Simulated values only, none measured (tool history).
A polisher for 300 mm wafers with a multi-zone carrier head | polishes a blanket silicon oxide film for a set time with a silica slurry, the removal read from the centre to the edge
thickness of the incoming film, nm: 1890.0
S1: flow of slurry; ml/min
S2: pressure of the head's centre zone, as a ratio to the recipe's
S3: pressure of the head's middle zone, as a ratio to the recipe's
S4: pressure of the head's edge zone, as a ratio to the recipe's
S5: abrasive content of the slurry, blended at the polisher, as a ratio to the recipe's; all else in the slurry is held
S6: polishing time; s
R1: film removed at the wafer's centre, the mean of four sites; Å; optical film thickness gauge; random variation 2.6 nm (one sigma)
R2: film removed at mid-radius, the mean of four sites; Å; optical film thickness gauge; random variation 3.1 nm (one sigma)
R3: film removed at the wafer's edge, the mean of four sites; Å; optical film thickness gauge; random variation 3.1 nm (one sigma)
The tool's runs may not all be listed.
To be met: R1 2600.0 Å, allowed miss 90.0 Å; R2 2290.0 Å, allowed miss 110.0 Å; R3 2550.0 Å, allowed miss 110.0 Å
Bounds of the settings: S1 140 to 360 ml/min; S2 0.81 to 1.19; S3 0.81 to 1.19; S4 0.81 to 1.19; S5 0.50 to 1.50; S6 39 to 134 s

{"run": 1, "hour": 0.0, "S1": 230, "S2": 1.0, "S3": 1.0, "S4": 1.0, "S5": 1.0, "S6": 86, "R1": 4524.0, "R2": 4348.9, "R3": 4492.6}
{"run": 2, "hour": 8.1, "S1": 230, "S2": 1.0, "S3": 0.96, "S4": 1.0, "S5": 1.0, "S6": 86, "R1": 4491.6, "R2": 4365.4, "R3": 4589.6}
{"run": 3, "hour": 9.6, "S1": 230, "S2": 1.0, "S3": 0.91, "S4": 1.0, "S5": 1.0, "S6": 86, "R1": 4563.8, "R2": 4219.3, "R3": 4555.8}
{"run": 4, "hour": 17.5, "S1": 225, "S2": 1.0, "S3": 0.89, "S4": 0.99, "S5": 0.85, "S6": 79, "R1": 3761.7, "R2": 3411.6, "R3": 3744.4}
{"run": 5, "hour": 18.0, "S1": 225, "S2": 1.0, "S3": 0.89, "S4": 0.99, "S5": 0.9, "S6": 79, "R1": 3925.9, "R2": 3558.4, "R3": 3973.9}
{"run": 6, "hour": 25.4, "S1": 225, "S2": 1.0, "S3": 0.89, "S4": 0.97, "S5": 0.8, "S6": 75, "R1": 3433.4, "R2": 3064.8, "R3": 3331.8}
{"run": 7, "hour": 31.5, "S1": 215, "S2": 0.98, "S3": 0.87, "S4": 0.95, "S5": 0.75, "S6": 75, "R1": 3243.9, "R2": 2925.6, "R3": 3196.6}
{"run": 8, "hour": 39.1, "S1": 200, "S2": 0.97, "S3": 0.81, "S4": 0.9, "S5": 0.5, "S6": 67, "R1": 1959.3, "R2": 1685.8, "R3": 1926.0}
{"run": 9, "hour": 40.0, "S1": 200, "S2": 0.97, "S3": 0.81, "S4": 0.9, "S5": 0.5, "S6": 67, "R1": 1950.1, "R2": 1671.7, "R3": 1882.8}
{"run": 10, "hour": 43.6, "S1": 225, "S2": 0.98, "S3": 0.84, "S4": 0.94, "S5": 0.5, "S6": 66, "R1": 1964.3, "R2": 1740.2, "R3": 1881.5}
{"hour": 47.7, "done": "worn pad replaced by a new one"}
{"run": 11, "hour": 47.7, "S1": 210, "S2": 0.99, "S3": 0.85, "S4": 0.96, "S5": 0.55, "S6": 66, "R1": 2411.6, "R2": 2205.9, "R3": 2450.8}
{"run": 12, "hour": 52.2, "S1": 210, "S2": 1.0, "S3": 0.85, "S4": 0.96, "S5": 0.55, "S6": 66, "R1": 2463.9, "R2": 2148.0, "R3": 2448.1}
{"run": 13, "hour": 55.8, "S1": 205, "S2": 1.0, "S3": 0.86, "S4": 0.96, "S5": 0.55, "S6": 66, "R1": 2439.9, "R2": 2202.4, "R3": 2408.5}
{"run": 14, "hour": 64.3, "S1": 200, "S2": 1.0, "S3": 0.86, "S4": 0.96, "S5": 0.55, "S6": 66, "R1": 2387.6, "R2": 2141.1, "R3": 2358.4}
{"run": 15, "hour": 68.8, "S1": 190, "S2": 1.01, "S3": 0.86, "S4": 0.96, "S5": 0.55, "S6": 66, "R1": 2452.1, "R2": 2162.4, "R3": 2415.3}
{"run": 16, "hour": 76.5, "S1": 180, "S2": 1.02, "S3": 0.87, "S4": 0.96, "S5": 0.55, "S6": 66, "R1": 2446.9, "R2": 2177.5, "R3": 2380.0}
{"run": 17, "hour": 82.6, "S1": 180, "S2": 1.03, "S3": 0.87, "S4": 0.97, "S5": 0.55, "S6": 66, "R1": 2439.0, "R2": 2106.1, "R3": 2380.9}
{"run": 18, "hour": 91.4, "S1": 215, "S2": 1.04, "S3": 0.92, "S4": 1.01, "S5": 0.65, "S6": 66, "R1": 2970.5, "R2": 2687.1, "R3": 2962.7}
{"run": 19, "hour": 96.0, "S1": 215, "S2": 1.03, "S3": 0.9, "S4": 0.99, "S5": 0.65, "S6": 66, "R1": 2973.9, "R2": 2612.9, "R3": 2900.2}
{"run": 20, "hour": 100.7, "S1": 215, "S2": 1.02, "S3": 0.89, "S4": 0.98, "S5": 0.65, "S6": 66, "R1": 2929.5, "R2": 2571.0, "R3": 2852.4}
{"run": 21, "hour": 102.7, "S1": 195, "S2": 0.95, "S3": 0.82, "S4": 0.88, "S5": 0.55, "S6": 66, "R1": 2331.6, "R2": 2121.5, "R3": 2253.7}
{"run": 22, "hour": 109.5, "S1": 185, "S2": 0.96, "S3": 0.82, "S4": 0.89, "S5": 0.55, "S6": 67, "R1": 2360.6, "R2": 2065.0, "R3": 2354.3}
{"run": 23, "hour": 115.3, "S1": 180, "S2": 0.96, "S3": 0.82, "S4": 0.87, "S5": 0.55, "S6": 67, "R1": 2360.6, "R2": 2071.6, "R3": 2362.7}
{"run": 24, "hour": 118.7, "S1": 175, "S2": 0.96, "S3": 0.83, "S4": 0.86, "S5": 0.55, "S6": 67, "R1": 2300.1, "R2": 2116.2, "R3": 2275.2}
{"run": 25, "hour": 124.5, "S1": 170, "S2": 0.98, "S3": 0.84, "S4": 0.88, "S5": 0.55, "S6": 67, "R1": 2363.0, "R2": 2082.6, "R3": 2311.0}

Which of these 4 next moves meets every target?
{"run": "A", "hour": 130.3, "S1": 255, "S2": 0.87, "S3": 1.08, "S4": 0.81, "S5": 0.6, "S6": 60, "R1": "?", "R2": "?", "R3": "?"}
{"run": "B", "hour": 130.3, "S1": 220, "S2": 1.09, "S3": 0.86, "S4": 0.83, "S5": 0.55, "S6": 67, "R1": "?", "R2": "?", "R3": "?"}
{"run": "C", "hour": 130.3, "S1": 145, "S2": 0.99, "S3": 0.84, "S4": 0.89, "S5": 0.65, "S6": 64, "R1": "?", "R2": "?", "R3": "?"}
{"run": "D", "hour": 130.3, "S1": 145, "S2": 0.82, "S3": 0.83, "S4": 1.07, "S5": 0.65, "S6": 65, "R1": "?", "R2": "?", "R3": "?"}

move=A R1=2149.9 R2=2687.5 R3=2242.7
move=B R1=2718.4 R2=2279.3 R3=2306.7
move=C R1=2577.4 R2=2358.0 R3=2543.8
move=D R1=2164.6 R2=2375.2 R3=2821.2
A: further off than the last run
B: takes the result that was furthest off past its target
C: meets every target
D: further off than the last run
Move C is the one to make.

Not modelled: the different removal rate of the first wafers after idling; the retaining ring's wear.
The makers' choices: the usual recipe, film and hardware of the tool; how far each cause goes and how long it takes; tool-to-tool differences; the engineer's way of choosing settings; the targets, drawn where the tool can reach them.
